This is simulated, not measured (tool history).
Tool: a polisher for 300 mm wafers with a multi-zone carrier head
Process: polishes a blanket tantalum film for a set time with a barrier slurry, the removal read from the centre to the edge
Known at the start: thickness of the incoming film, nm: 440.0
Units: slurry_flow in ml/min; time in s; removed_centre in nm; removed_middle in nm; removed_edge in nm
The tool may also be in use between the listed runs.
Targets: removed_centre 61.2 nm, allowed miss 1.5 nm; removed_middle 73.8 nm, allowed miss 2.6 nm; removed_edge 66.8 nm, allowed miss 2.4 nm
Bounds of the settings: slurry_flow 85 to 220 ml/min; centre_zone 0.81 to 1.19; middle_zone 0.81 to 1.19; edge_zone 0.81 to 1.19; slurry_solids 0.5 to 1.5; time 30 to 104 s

run	day	slurry_flow	centre_zone	middle_zone	edge_zone	slurry_solids	time	removed_centre	removed_middle	removed_edge
1	0	140	1	1	1	1	67	68.203	66.927	67.542
2	0.267	140	1	0.92	1	1	67	68.588	61.483	67.612
3	0.567	140	1	0.92	1	1	59	59.549	53.626	61.549
4	0.683	140	1	0.92	1	1	42	41.823	38.562	43.147
5	0.833	140	0.92	0.92	1	1	42	38.855	38.787	42.99
6	1.067	110	0.92	0.92	1	1	42	36.241	36.929	41.852
7	1.408	120	0.93	0.99	1.04	1.15	46	42.749	45.915	48.901
8	1.692	160	0.98	1.09	1.14	1.4	48	52.679	54.652	56.816
9	1.779	165	0.96	1.12	1.12	1.45	51	55.331	62.72	60.761
10	1.842	175	0.96	1.14	1.13	1.45	52	57.426	66.05	64.366
11	2.058	185	0.96	1.15	1.11	1.45	52	57.468	66.528	62.779

Which of these 5 next moves meets every target?
A	2.275	190	0.9	0.98	1.19	1.35	58	?	?	?
B	2.275	165	0.99	1.18	1.02	1.5	59	?	?	?
C	2.275	160	0.95	1.19	1.06	1.5	57	?	?	?
D	2.275	185	0.98	1.1	1.08	1.4	54	?	?	?
E	2.275	145	0.83	1.09	1.07	1.3	60	?	?	?

move	removed_centre	removed_middle	removed_edge
A	58.534	63.288	72.505
B	65.443	75.401	68.211
C	60.307	73.017	66.949
D	59.621	65.218	64.304
E	52.714	68.058	68
A: further off than the last run
B: brings the result that was furthest off to its target, and leaves another outside
C: meets every target
D: further off than the last run
E: further off than the last run
Move C is the one to make.
